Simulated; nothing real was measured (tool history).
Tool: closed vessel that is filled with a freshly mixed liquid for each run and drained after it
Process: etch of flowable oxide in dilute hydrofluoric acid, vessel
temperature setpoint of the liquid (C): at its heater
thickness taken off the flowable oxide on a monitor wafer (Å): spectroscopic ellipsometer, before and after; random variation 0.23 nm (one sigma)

| run | hour | temperature setpoint of the liquid (C) | parts of water to one part of 49 % hydrofluoric acid (parts by volume) | time in the liquid (s) | thickness taken off the flowable oxide on a monitor wafer (Å) |
|---|---|---|---|---|---|
| 1 | 0 | 23 | 75 | 90 | 406.48 |
| 2 | 2.9 | 25.5 | 70 | 90 | 486.12 |
| 3 | 6.7 | 25.5 | 70 | 90 | 482.91 |
| 4 | 12.6 | 25.5 | 70 | 95 | 510.06 |
| 5 | 20.1 | 25.5 | 70 | 95 | 511.04 |
| 6 | 23.6 | 27 | 70 | 95 | 539.71 |

Forecast run 7:
| 7 | 31.7 | 31 | 65 | 95 | ? |

{"run 7": {"thickness taken off the flowable oxide on a monitor wafer (Å)": 688.71}}
